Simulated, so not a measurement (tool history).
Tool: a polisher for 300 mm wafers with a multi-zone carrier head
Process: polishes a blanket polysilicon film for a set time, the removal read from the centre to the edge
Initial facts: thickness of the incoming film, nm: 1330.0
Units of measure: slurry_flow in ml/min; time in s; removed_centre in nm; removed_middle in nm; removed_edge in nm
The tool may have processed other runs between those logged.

run,day,slurry_flow,centre_zone,middle_zone,edge_zone,time,removed_centre,removed_middle,removed_edge
1,0,130,1,1,1,62,425.69,398.22,390.53
2,0.275,135,1.02,1.01,1.02,63,438.17,413.31,399.28
3,0.438,140,1.04,1.01,1.03,65,463.93,430.57,419.18
4,0.646,145,1.06,1.01,1.03,66,479.01,440.41,425.79
5,0.812,145,1.06,1.05,1.03,66,485.06,461.04,430.61
6,1.171,145,1.09,1.05,1.03,66,496.49,455.97,426.07
7,1.371,150,1.11,1.05,1.04,67,504.84,463.52,428.39

What does the tool deliver on the next run?
8,1.4,155,1.12,1.04,1.04,69,?,?,?

{"run 8": {"removed_centre": 536.57, "removed_middle": 476.1, "removed_edge": 450.83}}
